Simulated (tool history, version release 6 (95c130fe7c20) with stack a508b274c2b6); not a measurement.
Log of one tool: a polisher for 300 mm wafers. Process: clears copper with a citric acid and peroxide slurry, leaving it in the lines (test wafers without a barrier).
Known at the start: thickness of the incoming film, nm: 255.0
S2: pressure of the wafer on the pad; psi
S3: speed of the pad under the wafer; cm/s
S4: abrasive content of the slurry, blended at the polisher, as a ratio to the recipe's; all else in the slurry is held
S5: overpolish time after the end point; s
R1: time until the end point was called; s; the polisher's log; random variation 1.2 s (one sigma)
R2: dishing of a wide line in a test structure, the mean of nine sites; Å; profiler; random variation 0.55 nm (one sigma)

Run 1, hour 0: flow of slurry (ml/min) 315, S2 2.1 psi, S3 122 cm/s, S4 1, S5 23 s. Result: R1 121.74 s, R2 347.28 Å.
Run 2, hour 2.4: flow of slurry (ml/min) 315, S2 2.2 psi, S3 126 cm/s, S4 1, S5 19 s. Result: R1 112.79 s, R2 324.3 Å.
Run 3, hour 10.1: flow of slurry (ml/min) 315, S2 2.4 psi, S3 126 cm/s, S4 1, S5 19 s. Result: R1 102.49 s, R2 331.41 Å.
Run 4, hour 11.6: flow of slurry (ml/min) 315, S2 2.4 psi, S3 126 cm/s, S4 1, S5 23 s. Result: R1 104.5 s, R2 405.04 Å.
Run 5, hour 18.1: flow of slurry (ml/min) 315, S2 2.5 psi, S3 126 cm/s, S4 1, S5 19 s. Result: R1 101.37 s, R2 366.68 Å.
Run 6, hour 25.9: flow of slurry (ml/min) 315, S2 2.4 psi, S3 140 cm/s, S4 1, S5 16 s. Result: R1 93.687 s, R2 313.23 Å.

Run 7 comes next. What will it give?
Run 7, hour 27.9: flow of slurry (ml/min) 315, S2 2.4 psi, S3 140 cm/s, S4 1, S5 16 s. Result: R1 ?, R2 ?.

{"run 7": {"R1": 94.81, "R2": 320.66}}

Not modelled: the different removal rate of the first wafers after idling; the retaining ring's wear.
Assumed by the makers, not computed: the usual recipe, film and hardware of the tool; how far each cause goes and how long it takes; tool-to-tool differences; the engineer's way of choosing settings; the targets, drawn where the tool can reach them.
